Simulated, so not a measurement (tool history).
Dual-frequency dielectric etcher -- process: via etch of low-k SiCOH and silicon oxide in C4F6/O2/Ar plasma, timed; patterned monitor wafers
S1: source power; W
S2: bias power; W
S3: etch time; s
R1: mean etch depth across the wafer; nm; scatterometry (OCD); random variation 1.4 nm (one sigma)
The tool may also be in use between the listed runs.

Run 1, day 0.000: S1 310 W, S2 147 W, S3 115.5 s. Result: R1 288.44 nm.
Run 2, day 0.246: S1 310 W, S2 147 W, S3 120.5 s. Result: R1 300.66 nm.
Run 3, day 0.488: S1 310 W, S2 166 W, S3 120.5 s. Result: R1 312.84 nm.
Run 4, day 0.558: S1 310 W, S2 177 W, S3 120.5 s. Result: R1 318.42 nm.
Run 5, day 0.629: S1 290 W, S2 168 W, S3 120.0 s. Result: R1 305.73 nm.
Run 6, day 0.767: S1 280 W, S2 159 W, S3 119.5 s. Result: R1 288.36 nm.
Run 7, day 0.933: S1 270 W, S2 158 W, S3 119.5 s. Result: R1 284.31 nm.

Run 8, settings as shown, results not yet in. Your forecast:
Run 8, day 1.162: S1 260 W, S2 156 W, S3 119.5 s. Result: R1 ?.

R1: 279.63 nm

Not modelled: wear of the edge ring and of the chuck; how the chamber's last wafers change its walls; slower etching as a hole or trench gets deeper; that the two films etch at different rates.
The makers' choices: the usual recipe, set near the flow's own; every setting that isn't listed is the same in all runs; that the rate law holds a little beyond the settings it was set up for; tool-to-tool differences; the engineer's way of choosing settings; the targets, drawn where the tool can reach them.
